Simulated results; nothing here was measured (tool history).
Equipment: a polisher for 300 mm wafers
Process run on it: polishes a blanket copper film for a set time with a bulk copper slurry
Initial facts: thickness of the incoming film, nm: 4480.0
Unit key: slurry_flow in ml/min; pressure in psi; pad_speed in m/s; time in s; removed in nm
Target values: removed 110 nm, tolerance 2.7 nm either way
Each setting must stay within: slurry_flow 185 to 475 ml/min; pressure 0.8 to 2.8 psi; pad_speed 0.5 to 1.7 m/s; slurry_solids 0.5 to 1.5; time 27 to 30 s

run	hour	slurry_flow	pressure	pad_speed	slurry_solids	time	removed
1	0	305	1.8	1.1	1	30	187.82
2	5.4	305	1.5	1.1	1	30	156.35
3	8.9	305	1.2	1.1	1	30	126.48
4	14.9	305	1.2	1.1	1	30	124.75
5	23.5	305	1.2	1.1	1	30	126.13
6	31.8	300	1.1	1.1	1	30	117.05
7	37	295	1.1	1.1	1	30	116.75
8	44.3	290	1.1	1.1	1	30	115.65
9	46	285	1.1	1.1	1	30	116.57
10	54	280	1.1	1.1	1	30	115.17
11	55.5	275	1.1	1.1	1	30	114.33
12	59.7	270	1.1	1.1	1	30	114.28
13	65.7	265	1.1	1.1	1	30	114.08
14	69.6	260	1.1	1.1	1	30	114.84

Which one of the following 4 next-run settings gets every result inside its allowed miss? There is exactly one.
A	73.5	240	1.1	1.02	1	29	?
B	73.5	280	1	1.08	1	30	?
C	73.5	285	1.3	1.08	0.95	27	?
D	73.5	205	0.9	1.36	1	29	?

move	removed
A	102.4
B	103.49
C	117.8
D	110.54
A: pushes the last run's worst result past its target
B: pushes the last run's worst result past its target
C: lands further from the targets than the last run did
D: hits every target within its allowed miss
Answer: D

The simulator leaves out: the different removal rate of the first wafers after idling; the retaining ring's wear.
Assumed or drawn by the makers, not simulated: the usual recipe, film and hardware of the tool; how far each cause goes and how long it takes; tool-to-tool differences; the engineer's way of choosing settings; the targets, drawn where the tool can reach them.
